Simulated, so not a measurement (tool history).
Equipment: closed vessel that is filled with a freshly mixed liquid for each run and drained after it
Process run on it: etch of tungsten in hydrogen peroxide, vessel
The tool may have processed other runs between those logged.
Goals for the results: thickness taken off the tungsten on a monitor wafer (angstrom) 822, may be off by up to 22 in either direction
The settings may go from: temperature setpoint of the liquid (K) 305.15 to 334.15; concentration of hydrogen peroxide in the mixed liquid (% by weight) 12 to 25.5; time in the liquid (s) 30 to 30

run,hour,temperature setpoint of the liquid (K),concentration of hydrogen peroxide in the mixed liquid (% by weight),time in the liquid (s),thickness taken off the tungsten on a monitor wafer (angstrom)
1,0,318.15,17.5,30,490.39
2,0.7,323.15,17.5,30,669.57
3,2.3,323.15,17.5,30,673.08
4,10.9,323.65,17.5,30,695.43
5,17.6,324.15,17.5,30,715.56
6,25.5,319.15,17.5,30,525.57
7,33.1,320.65,17.5,30,577.63
8,38.5,321.65,17.5,30,614.21
9,41.8,327.15,17.5,30,870.21

5 candidate next runs follow, results not yet known. Just one meets every target within its allowed miss. Identify it.
A,45.1,329.15,16.5,30,?
B,45.1,329.15,17,30,?
C,45.1,326.65,17,30,?
D,45.1,327.65,19,30,?
E,45.1,328.65,17,30,?

move,thickness taken off the tungsten on a monitor wafer (angstrom)
A,943.09
B,957.27
C,825.24
D,926.05
E,929.44
A: misses by more than the last run did
B: misses by more than the last run did
C: hits every target within its allowed miss
D: misses by more than the last run did
E: misses by more than the last run did
Answer: C
